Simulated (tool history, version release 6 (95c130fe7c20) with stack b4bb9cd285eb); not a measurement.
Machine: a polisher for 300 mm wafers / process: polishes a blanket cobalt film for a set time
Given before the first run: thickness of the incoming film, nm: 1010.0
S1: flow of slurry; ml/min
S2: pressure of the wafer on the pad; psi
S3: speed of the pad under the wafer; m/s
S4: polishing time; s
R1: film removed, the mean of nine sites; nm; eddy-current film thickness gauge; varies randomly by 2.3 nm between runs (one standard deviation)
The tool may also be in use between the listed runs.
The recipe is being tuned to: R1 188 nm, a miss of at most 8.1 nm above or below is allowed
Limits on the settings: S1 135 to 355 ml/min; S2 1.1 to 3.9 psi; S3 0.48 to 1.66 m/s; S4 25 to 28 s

Run 1, hour 0: S1 225 ml/min, S2 2.5 psi, S3 1.06 m/s, S4 28 s. Result: R1 152.23 nm.
Run 2, hour 6.4: S1 225 ml/min, S2 2.6 psi, S3 1.06 m/s, S4 28 s. Result: R1 157.87 nm.
Run 3, hour 7.2: S1 225 ml/min, S2 2.6 psi, S3 1.22 m/s, S4 28 s. Result: R1 179.26 nm.
Run 4, hour 8.5: S1 225 ml/min, S2 2.6 psi, S3 1 m/s, S4 28 s. Result: R1 153.29 nm.
Run 5, hour 12.5: S1 225 ml/min, S2 2.6 psi, S3 0.72 m/s, S4 28 s. Result: R1 124.2 nm.
Run 6, hour 18.4: S1 225 ml/min, S2 2.8 psi, S3 0.72 m/s, S4 28 s. Result: R1 129.47 nm.
Run 7, hour 21.1: S1 225 ml/min, S2 3.1 psi, S3 0.74 m/s, S4 28 s. Result: R1 146.24 nm.
Run 8, hour 27.5: S1 225 ml/min, S2 3.3 psi, S3 0.74 m/s, S4 28 s. Result: R1 155.22 nm.
Run 9, hour 33.2: S1 225 ml/min, S2 3.3 psi, S3 0.74 m/s, S4 28 s. Result: R1 150.71 nm.
Run 10, hour 37.8: S1 225 ml/min, S2 3.4 psi, S3 0.76 m/s, S4 28 s. Result: R1 161.92 nm.
Run 11, hour 44.8: S1 225 ml/min, S2 3.5 psi, S3 0.76 m/s, S4 28 s. Result: R1 165.33 nm.
Run 12, hour 52.2: S1 225 ml/min, S2 3.6 psi, S3 0.76 m/s, S4 28 s. Result: R1 166.87 nm.
Run 13, hour 56.3: S1 225 ml/min, S2 3.7 psi, S3 0.78 m/s, S4 28 s. Result: R1 170.58 nm.
Run 14, hour 57.1: S1 225 ml/min, S2 3.7 psi, S3 0.8 m/s, S4 28 s. Result: R1 176.91 nm.
Run 15, hour 58.6: S1 225 ml/min, S2 3.7 psi, S3 0.8 m/s, S4 28 s. Result: R1 175.62 nm.

Below are 4 possible settings for the next run. Only one of them brings all results inside the allowed miss of their targets. Which is it?
Run A, hour 60.1: S1 225 ml/min, S2 3.9 psi, S3 0.68 m/s, S4 28 s. Result: R1 ?.
Run B, hour 60.1: S1 235 ml/min, S2 3.7 psi, S3 1 m/s, S4 25 s. Result: R1 ?.
Run C, hour 60.1: S1 270 ml/min, S2 3.5 psi, S3 0.8 m/s, S4 27 s. Result: R1 ?.
Run D, hour 60.1: S1 220 ml/min, S2 3.8 psi, S3 0.8 m/s, S4 26 s. Result: R1 ?.

move      R1
   A  170.15
   B   189.1
   C  169.46
   D  171.16
A: the biggest miss grows against the last run
B: in spec on every target
C: the biggest miss grows against the last run
D: the biggest miss grows against the last run
Go with B: it meets all targets.
